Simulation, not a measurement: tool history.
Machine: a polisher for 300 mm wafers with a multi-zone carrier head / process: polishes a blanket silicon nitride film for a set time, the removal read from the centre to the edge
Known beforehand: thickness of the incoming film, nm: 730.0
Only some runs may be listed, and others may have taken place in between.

run,hour,flow of slurry (ml/min),pressure of the head's centre zone,pressure of the head's middle zone,pressure of the head's edge zone,polishing time (s),film removed at the wafer's centre (Å),film removed at mid-radius (Å),film removed at the wafer's edge (Å)
1,0.0,170,1.00,1.00,1.00,38,685.43,661.80,686.73
2,8.1,170,1.00,1.00,1.00,47,851.99,827.50,832.48
3,11.0,170,1.00,1.00,1.03,47,834.11,824.78,854.99
4,19.5,170,1.00,1.00,1.03,53,929.57,937.33,968.13
5,26.1,170,1.00,1.00,1.03,59,1065.30,1026.20,1073.40
6,33.0,170,1.05,1.00,1.03,59,1103.30,1036.20,1049.50
7,38.0,155,0.99,0.97,0.99,49,870.61,831.45,887.96
8,38.8,155,0.99,0.97,0.99,49,862.62,829.49,870.32
9,45.0,140,0.95,0.95,0.98,41,679.34,685.30,716.66
10,50.3,130,0.92,0.94,0.99,35,558.56,570.62,619.67

Run 11 is up next; what results do you expect?
11,57.7,125,0.90,0.95,0.99,31,?,?,?

film removed at the wafer's centre (Å): 468.69
film removed at mid-radius (Å): 503.25
film removed at the wafer's edge (Å): 545.67

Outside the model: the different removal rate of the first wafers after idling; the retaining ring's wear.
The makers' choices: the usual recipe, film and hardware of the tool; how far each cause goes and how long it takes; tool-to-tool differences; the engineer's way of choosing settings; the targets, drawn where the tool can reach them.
